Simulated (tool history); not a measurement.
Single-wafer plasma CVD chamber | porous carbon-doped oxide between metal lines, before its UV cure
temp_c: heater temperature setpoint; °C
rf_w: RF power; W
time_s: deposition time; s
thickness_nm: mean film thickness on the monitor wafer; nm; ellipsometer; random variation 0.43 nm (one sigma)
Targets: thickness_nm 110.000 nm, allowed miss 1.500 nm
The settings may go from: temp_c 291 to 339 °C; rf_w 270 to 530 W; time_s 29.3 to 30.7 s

run	day	temp_c	rf_w	time_s	thickness_nm
1	0.000	315	400	30.7	120.590
2	0.054	315	400	30.7	119.420
3	0.379	318	400	30.7	118.120
4	0.662	318	400	29.3	112.630
5	0.692	318	350	29.3	105.580
6	0.962	328	350	29.3	99.704
7	1.029	324	350	29.3	102.520
8	1.058	321	350	29.3	103.810
9	1.342	319	350	29.3	104.120
10	1.588	307	355	29.3	113.710
11	1.762	308	355	29.3	113.810
12	1.954	309	355	29.3	111.740

Which of these 4 next moves meets every target?
A	2.146	310	320	30.4	?
B	2.146	310	330	30.7	?
C	2.146	310	360	29.5	?
D	2.146	309	355	29.9	?

move	thickness_nm
A	110.030
B	112.670
C	112.960
D	114.390
A: meets every target
B: further off than the last run
C: further off than the last run
D: further off than the last run
Answer: A

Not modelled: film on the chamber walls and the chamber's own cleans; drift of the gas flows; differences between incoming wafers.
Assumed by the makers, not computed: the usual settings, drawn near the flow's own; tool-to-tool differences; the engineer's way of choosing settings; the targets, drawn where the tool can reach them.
